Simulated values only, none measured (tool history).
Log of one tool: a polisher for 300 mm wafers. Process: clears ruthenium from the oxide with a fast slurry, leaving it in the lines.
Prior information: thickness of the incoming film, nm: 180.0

run	hour	flow of slurry (ml/min)	pressure of the wafer on the pad (psi)	speed of the pad under the wafer (cm/s)	abrasive content of the slurry	overpolish time after the end point (s)	time until the end point was called (s)	dishing of a wide line in a test structure (nm)
1	0	290	2.5	94	1	12	43.136	43.607
2	3.9	290	2.5	94	1	14	41.518	47.93
3	10.4	290	2.4	88	1	13	45.636	43.602
4	13.4	290	2.4	108	1	13	40.048	49.678
5	20.6	290	2.4	90	1	13	45.394	43.733
6	25.2	290	2.3	84	0.95	12	49.288	37.474
7	26.5	285	2.2	78	0.9	11	54.936	31.042
8	34.1	285	2.1	72	0.9	10	60.353	26.877

Expected results for the next run?
9	42.2	285	2	68	0.9	9	?	?

{"run 9": {"time until the end point was called (s)": 66.631, "dishing of a wide line in a test structure (nm)": 22.673}}

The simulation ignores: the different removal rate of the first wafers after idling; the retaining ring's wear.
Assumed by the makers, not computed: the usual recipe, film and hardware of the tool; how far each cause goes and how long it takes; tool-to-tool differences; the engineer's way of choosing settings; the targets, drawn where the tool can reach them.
